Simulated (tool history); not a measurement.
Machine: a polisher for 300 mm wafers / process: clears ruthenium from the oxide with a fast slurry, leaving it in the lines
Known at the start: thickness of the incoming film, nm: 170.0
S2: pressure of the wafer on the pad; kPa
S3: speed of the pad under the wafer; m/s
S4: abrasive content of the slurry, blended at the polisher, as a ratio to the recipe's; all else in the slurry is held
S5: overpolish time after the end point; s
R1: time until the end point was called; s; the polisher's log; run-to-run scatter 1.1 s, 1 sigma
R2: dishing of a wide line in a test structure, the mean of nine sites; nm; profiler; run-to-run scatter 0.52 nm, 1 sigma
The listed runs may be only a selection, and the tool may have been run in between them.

Run 1, hour 0.0: flow of slurry (ml/min) 150, S2 15.2 kPa, S3 0.78 m/s, S4 1.00, S5 28 s. Result: R1 62.586 s, R2 58.848 nm.
Run 2, hour 4.8: flow of slurry (ml/min) 180, S2 15.2 kPa, S3 0.78 m/s, S4 1.00, S5 28 s. Result: R1 61.063 s, R2 61.153 nm.
Run 3, hour 5.9: flow of slurry (ml/min) 180, S2 15.2 kPa, S3 0.86 m/s, S4 1.00, S5 28 s. Result: R1 54.320 s, R2 64.640 nm.
Run 4, hour 13.0: flow of slurry (ml/min) 180, S2 15.2 kPa, S3 0.86 m/s, S4 0.85, S5 28 s. Result: R1 61.254 s, R2 59.239 nm.
Run 5, hour 14.7: flow of slurry (ml/min) 180, S2 15.2 kPa, S3 0.96 m/s, S4 0.85, S5 28 s. Result: R1 52.623 s, R2 67.045 nm.
Run 6, hour 19.3: flow of slurry (ml/min) 180, S2 13.1 kPa, S3 0.96 m/s, S4 0.85, S5 28 s. Result: R1 60.932 s, R2 60.022 nm.
Run 7, hour 26.6: flow of slurry (ml/min) 180, S2 13.1 kPa, S3 0.96 m/s, S4 0.85, S5 26 s. Result: R1 61.119 s, R2 54.238 nm.
Run 8, hour 35.3: flow of slurry (ml/min) 180, S2 13.1 kPa, S3 0.96 m/s, S4 0.85, S5 25 s. Result: R1 59.766 s, R2 53.530 nm.

Run 9, settings as shown, results not yet in. Your forecast:
Run 9, hour 37.3: flow of slurry (ml/min) 180, S2 12.4 kPa, S3 0.96 m/s, S4 0.85, S5 24 s. Result: R1 ?, R2 ?.

{"run 9": {"R1": 64.631, "R2": 48.283}}
